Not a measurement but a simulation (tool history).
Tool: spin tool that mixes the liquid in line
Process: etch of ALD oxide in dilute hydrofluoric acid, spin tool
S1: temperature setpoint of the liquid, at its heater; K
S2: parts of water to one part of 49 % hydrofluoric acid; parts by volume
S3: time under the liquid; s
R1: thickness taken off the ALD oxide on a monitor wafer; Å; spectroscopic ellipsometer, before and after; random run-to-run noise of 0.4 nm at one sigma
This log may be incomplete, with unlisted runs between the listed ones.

{"run": 1, "day": 0.0, "S1": 297.15, "S2": 180, "S3": 300, "R1": 322.48}
{"run": 2, "day": 0.183, "S1": 294.15, "S2": 180, "S3": 300, "R1": 283.53}
{"run": 3, "day": 0.5, "S1": 295.15, "S2": 180, "S3": 300, "R1": 299.81}
{"run": 4, "day": 0.617, "S1": 295.15, "S2": 240, "S3": 300, "R1": 210.51}
{"run": 5, "day": 0.775, "S1": 296.15, "S2": 235, "S3": 300, "R1": 223.62}
{"run": 6, "day": 0.842, "S1": 296.15, "S2": 205, "S3": 300, "R1": 261.36}
{"run": 7, "day": 1.046, "S1": 297.15, "S2": 200, "S3": 300, "R1": 285.22}
{"run": 8, "day": 1.4, "S1": 297.65, "S2": 200, "S3": 300, "R1": 288.64}
{"run": 9, "day": 1.608, "S1": 298.15, "S2": 200, "S3": 300, "R1": 296.61}

Run 10 comes next. What will it give?
{"run": 10, "day": 1.929, "S1": 302.15, "S2": 185, "S3": 300, "R1": "?"}

R1: 381.19 Å
